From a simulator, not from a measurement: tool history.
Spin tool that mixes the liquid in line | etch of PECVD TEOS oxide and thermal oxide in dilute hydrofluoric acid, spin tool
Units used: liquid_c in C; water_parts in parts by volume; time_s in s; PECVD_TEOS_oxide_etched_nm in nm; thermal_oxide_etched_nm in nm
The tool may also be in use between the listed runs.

| run | hour | liquid_c | water_parts | time_s | PECVD_TEOS_oxide_etched_nm | thermal_oxide_etched_nm |
|---|---|---|---|---|---|---|
| 1 | 0 | 20 | 125 | 145 | 8.1025 | 4.4261 |
| 2 | 2.1 | 19 | 140 | 145 | 6.8196 | 3.762 |
| 3 | 3.8 | 18.5 | 150 | 145 | 6.1637 | 3.3709 |
| 4 | 6.8 | 18.5 | 150 | 105 | 4.4923 | 2.4951 |
| 5 | 9.5 | 19 | 150 | 105 | 4.5669 | 2.5389 |
| 6 | 11.7 | 17 | 150 | 105 | 4.2872 | 2.3177 |
| 7 | 17.6 | 17.5 | 150 | 105 | 4.3803 | 2.3684 |

Expected results for the next run?
| 8 | 23.8 | 18 | 150 | 105 | ? | ? |

PECVD_TEOS_oxide_etched_nm: 4.5114 nm
thermal_oxide_etched_nm: 2.4168 nm
